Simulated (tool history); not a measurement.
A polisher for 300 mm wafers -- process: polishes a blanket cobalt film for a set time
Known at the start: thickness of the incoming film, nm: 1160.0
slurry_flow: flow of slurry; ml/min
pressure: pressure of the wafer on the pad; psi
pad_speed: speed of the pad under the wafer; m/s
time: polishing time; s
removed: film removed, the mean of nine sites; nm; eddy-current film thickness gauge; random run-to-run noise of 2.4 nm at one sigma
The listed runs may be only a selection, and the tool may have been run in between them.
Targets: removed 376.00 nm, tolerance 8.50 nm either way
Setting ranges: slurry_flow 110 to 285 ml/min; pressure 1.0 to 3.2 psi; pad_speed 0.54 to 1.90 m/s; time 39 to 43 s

run 1 hour=0.0 | slurry_flow=180 pressure=2.1 pad_speed=1.22 time=43 | removed=306.37
run 2 hour=8.7 | slurry_flow=180 pressure=2.1 pad_speed=1.22 time=39 | removed=274.32
run 3 hour=15.5 | slurry_flow=180 pressure=2.1 pad_speed=1.42 time=39 | removed=317.82
run 4 hour=22.3 | slurry_flow=180 pressure=2.1 pad_speed=1.42 time=39 | removed=321.54
run 5 hour=24.5 | slurry_flow=180 pressure=2.1 pad_speed=1.16 time=39 | removed=264.88
run 6 hour=27.2 | slurry_flow=210 pressure=2.1 pad_speed=1.16 time=39 | removed=267.37
run 7 hour=34.4 | slurry_flow=215 pressure=2.7 pad_speed=1.18 time=39 | removed=328.15
run 8 hour=41.1 | slurry_flow=215 pressure=2.8 pad_speed=1.18 time=39 | removed=342.71
run 9 hour=42.4 | slurry_flow=255 pressure=3.0 pad_speed=1.18 time=39 | removed=361.56

Next run, 5 choices. One meets every target within its allowed miss, the rest don't. Which?
run A hour=43.7 | slurry_flow=260 pressure=2.8 pad_speed=1.08 time=43 | removed=?
run B hour=43.7 | slurry_flow=270 pressure=2.8 pad_speed=1.06 time=43 | removed=?
run C hour=43.7 | slurry_flow=250 pressure=3.0 pad_speed=1.12 time=42 | removed=?
run D hour=43.7 | slurry_flow=260 pressure=2.7 pad_speed=1.16 time=40 | removed=?
run E hour=43.7 | slurry_flow=270 pressure=3.0 pad_speed=1.16 time=39 | removed=?

move=A removed=354.83
move=B removed=350.27
move=C removed=375.84
move=D removed=342.68
move=E removed=363.27
A: moves away from the targets compared with the last run
B: moves away from the targets compared with the last run
C: all results in spec
D: moves away from the targets compared with the last run
E: closes in on the targets versus the last run, not all within tolerance yet
Move C is the one to make.
